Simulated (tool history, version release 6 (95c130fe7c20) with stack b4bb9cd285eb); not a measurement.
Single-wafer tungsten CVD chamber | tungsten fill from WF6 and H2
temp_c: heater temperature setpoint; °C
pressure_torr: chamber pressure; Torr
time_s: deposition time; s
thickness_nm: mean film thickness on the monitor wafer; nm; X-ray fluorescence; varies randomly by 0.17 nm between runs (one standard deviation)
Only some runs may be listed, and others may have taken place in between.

{"run": 1, "day": 0.0, "temp_c": 370, "pressure_torr": 31.4, "time_s": 26.8, "thickness_nm": 44.181}
{"run": 2, "day": 0.342, "temp_c": 380, "pressure_torr": 31.4, "time_s": 26.8, "thickness_nm": 53.111}
{"run": 3, "day": 0.433, "temp_c": 376, "pressure_torr": 31.2, "time_s": 26.8, "thickness_nm": 49.706}
{"run": 4, "day": 0.454, "temp_c": 373, "pressure_torr": 31.0, "time_s": 26.8, "thickness_nm": 46.401}
{"run": 5, "day": 0.517, "temp_c": 362, "pressure_torr": 31.0, "time_s": 26.8, "thickness_nm": 37.817}
{"run": 6, "day": 0.796, "temp_c": 354, "pressure_torr": 31.0, "time_s": 26.8, "thickness_nm": 32.278}
{"run": 7, "day": 0.95, "temp_c": 355, "pressure_torr": 31.1, "time_s": 26.8, "thickness_nm": 32.949}
{"run": 8, "day": 1.025, "temp_c": 356, "pressure_torr": 31.2, "time_s": 26.8, "thickness_nm": 33.649}

The next listed run, before its measurement:
{"run": 9, "day": 1.371, "temp_c": 357, "pressure_torr": 31.2, "time_s": 26.8, "thickness_nm": "?"}

For run 9 the tool returned thickness_nm 34.523 nm.
